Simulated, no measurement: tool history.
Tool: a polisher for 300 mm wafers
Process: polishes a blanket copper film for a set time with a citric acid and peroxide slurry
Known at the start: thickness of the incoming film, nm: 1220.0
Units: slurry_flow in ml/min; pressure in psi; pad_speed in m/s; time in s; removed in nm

| run | hour | slurry_flow | pressure | pad_speed | slurry_solids | time | removed |
|---|---|---|---|---|---|---|---|
| 1 | 0 | 195 | 2.9 | 0.9 | 1 | 18 | 34.161 |
| 2 | 5.9 | 195 | 2.7 | 0.9 | 1 | 18 | 32.305 |
| 3 | 9.6 | 195 | 2.7 | 1.06 | 1 | 18 | 36.941 |
| 4 | 16.5 | 195 | 2.7 | 1.22 | 1 | 18 | 42.179 |
|  | 22.6 | slurry nozzle cleaned |
| 5 | 22.6 | 195 | 2.7 | 1.22 | 1 | 18 | 44.051 |
| 6 | 30.7 | 195 | 2.7 | 1.12 | 1 | 18 | 41.058 |
| 7 | 37.1 | 195 | 2.5 | 1.1 | 1 | 18 | 37.559 |
| 8 | 42.1 | 195 | 2.3 | 1.06 | 1 | 18 | 34.672 |

The next listed run, before its measurement:
| 9 | 48.3 | 195 | 2.1 | 1.04 | 1 | 18 | ? |

{"run 9": {"removed": 31.499}}

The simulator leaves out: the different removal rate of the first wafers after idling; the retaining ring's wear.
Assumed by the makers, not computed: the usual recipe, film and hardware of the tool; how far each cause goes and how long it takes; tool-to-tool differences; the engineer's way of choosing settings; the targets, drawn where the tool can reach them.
